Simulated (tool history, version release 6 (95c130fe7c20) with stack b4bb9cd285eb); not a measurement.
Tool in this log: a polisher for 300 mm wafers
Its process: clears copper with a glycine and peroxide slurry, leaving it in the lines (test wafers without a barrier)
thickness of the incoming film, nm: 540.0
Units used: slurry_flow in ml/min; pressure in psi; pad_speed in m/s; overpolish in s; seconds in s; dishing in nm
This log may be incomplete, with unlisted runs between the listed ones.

run    day  slurry_flow  pressure  pad_speed  overpolish  seconds  dishing
  1      0          305         3       0.82          10   125.39   26.373
  2  0.262          305       2.9       0.82           9   125.76   23.407
  3  0.508          305       2.3       0.82           9   140.83   21.287
  4  0.708          305       2.3       0.82           8   141.58   18.728
  5  0.946          305       2.3       0.82           5   143.15   12.252
  6  1.238          305       2.3        0.9           5   131.68     12.8

Estimate the outcome of run 7 from the log above:
  7  1.288          305       2.3       0.88           5        ?        ?

{"run 7": {"seconds": 133.24, "dishing": 12.81}}
